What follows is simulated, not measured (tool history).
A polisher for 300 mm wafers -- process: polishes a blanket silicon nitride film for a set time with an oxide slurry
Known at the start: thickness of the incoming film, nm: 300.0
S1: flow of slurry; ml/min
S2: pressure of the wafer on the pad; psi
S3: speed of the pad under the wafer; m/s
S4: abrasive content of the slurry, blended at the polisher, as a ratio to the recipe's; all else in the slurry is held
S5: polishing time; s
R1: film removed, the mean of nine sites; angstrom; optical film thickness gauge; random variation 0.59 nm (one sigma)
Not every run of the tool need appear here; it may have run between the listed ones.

run  hour   S1   S2    S3   S4  S5      R1
  1   0.0  155  3.2  1.10  1.0  59  328.17
  2   2.0  155  4.0  1.10  1.0  59  389.81
  3  10.3  155  4.0  1.10  0.9  59  375.15
  4  13.7  160  4.1  1.14  0.9  59  394.83
  5  22.3  160  4.2  1.18  0.9  59  419.83
  6  24.2  160  4.2  1.46  0.9  59  491.09
  7  28.7  190  5.0  1.48  0.9  59  587.52
  8  32.1  190  5.0  1.50  0.9  59  603.39

What will run 9 give?
  9  35.6  190  5.0  1.52  0.9  59   ?

Run 9 measured R1 602.78 angstrom.
